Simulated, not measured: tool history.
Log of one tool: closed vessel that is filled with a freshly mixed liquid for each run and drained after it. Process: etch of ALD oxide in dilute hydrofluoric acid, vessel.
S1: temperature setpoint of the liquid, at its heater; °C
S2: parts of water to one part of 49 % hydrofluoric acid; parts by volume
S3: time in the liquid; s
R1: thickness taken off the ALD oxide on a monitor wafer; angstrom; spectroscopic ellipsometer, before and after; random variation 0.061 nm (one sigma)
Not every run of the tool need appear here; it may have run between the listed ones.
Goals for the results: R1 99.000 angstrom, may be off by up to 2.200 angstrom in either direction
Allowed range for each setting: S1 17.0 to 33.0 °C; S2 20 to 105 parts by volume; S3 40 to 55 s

{"run": 1, "hour": 0.0, "S1": 25.0, "S2": 55, "S3": 55, "R1": 188.53}
{"run": 2, "hour": 3.7, "S1": 25.0, "S2": 35, "S3": 55, "R1": 306.05}
{"run": 3, "hour": 8.7, "S1": 23.0, "S2": 45, "S3": 55, "R1": 216.28}
{"run": 4, "hour": 10.6, "S1": 21.5, "S2": 50, "S3": 55, "R1": 180.25}
{"run": 5, "hour": 18.3, "S1": 23.0, "S2": 50, "S3": 55, "R1": 191.28}
{"run": 6, "hour": 21.9, "S1": 23.0, "S2": 50, "S3": 55, "R1": 191.24}
{"run": 7, "hour": 25.1, "S1": 21.5, "S2": 55, "S3": 55, "R1": 162.39}
{"run": 8, "hour": 33.4, "S1": 21.5, "S2": 55, "S3": 55, "R1": 162.9}
{"run": 9, "hour": 41.7, "S1": 20.5, "S2": 60, "S3": 55, "R1": 141.52}
{"run": 10, "hour": 46.9, "S1": 19.5, "S2": 65, "S3": 55, "R1": 125.14}
{"run": 11, "hour": 48.1, "S1": 19.0, "S2": 65, "S3": 55, "R1": 122.96}
{"run": 12, "hour": 54.7, "S1": 18.5, "S2": 65, "S3": 55, "R1": 118.33}
{"run": 13, "hour": 62.0, "S1": 18.0, "S2": 65, "S3": 55, "R1": 117.44}
{"run": 14, "hour": 66.9, "S1": 17.5, "S2": 65, "S3": 55, "R1": 114.28}
{"run": 15, "hour": 73.6, "S1": 17.0, "S2": 70, "S3": 55, "R1": 103.87}
{"run": 16, "hour": 77.9, "S1": 17.0, "S2": 70, "S3": 55, "R1": 103.86}
{"run": 17, "hour": 85.8, "S1": 17.0, "S2": 75, "S3": 55, "R1": 95.759}

Next run, 4 choices. One meets every target within its allowed miss, the rest don't. Which?
{"run": "A", "hour": 93.7, "S1": 17.5, "S2": 75, "S3": 55, "R1": "?"}
{"run": "B", "hour": 93.7, "S1": 18.0, "S2": 80, "S3": 55, "R1": "?"}
{"run": "C", "hour": 93.7, "S1": 17.0, "S2": 70, "S3": 50, "R1": "?"}
{"run": "D", "hour": 93.7, "S1": 17.5, "S2": 80, "S3": 55, "R1": "?"}

move=A R1=98.523
move=B R1=93.833
move=C R1=94.446
move=D R1=91.864
A: meets every target
B: moves away from the targets compared with the last run
C: moves away from the targets compared with the last run
D: moves away from the targets compared with the last run
Move A is the one to make.
